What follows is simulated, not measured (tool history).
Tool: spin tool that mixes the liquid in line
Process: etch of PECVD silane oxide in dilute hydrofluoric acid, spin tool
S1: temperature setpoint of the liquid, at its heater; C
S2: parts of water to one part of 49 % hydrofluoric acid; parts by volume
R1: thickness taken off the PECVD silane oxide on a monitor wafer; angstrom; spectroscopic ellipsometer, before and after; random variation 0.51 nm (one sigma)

{"run": 1, "hour": 0.0, "S1": 22, "S2": 200, "time under the liquid (s)": 235, "R1": 384.12}
{"run": 2, "hour": 3.3, "S1": 24, "S2": 185, "time under the liquid (s)": 235, "R1": 451.91}
{"run": 3, "hour": 7.9, "S1": 21, "S2": 185, "time under the liquid (s)": 235, "R1": 402.8}
{"run": 4, "hour": 13.7, "S1": 24.5, "S2": 185, "time under the liquid (s)": 235, "R1": 452.87}
{"run": 5, "hour": 17.6, "S1": 26, "S2": 175, "time under the liquid (s)": 235, "R1": 524.54}
{"run": 6, "hour": 24.6, "S1": 26, "S2": 175, "time under the liquid (s)": 235, "R1": 514.65}
{"run": 7, "hour": 25.3, "S1": 27, "S2": 170, "time under the liquid (s)": 235, "R1": 557.68}

The next listed run, before its measurement:
{"run": 8, "hour": 33.6, "S1": 28, "S2": 165, "time under the liquid (s)": 235, "R1": "?"}

Run 8 gave R1 603.1 angstrom.
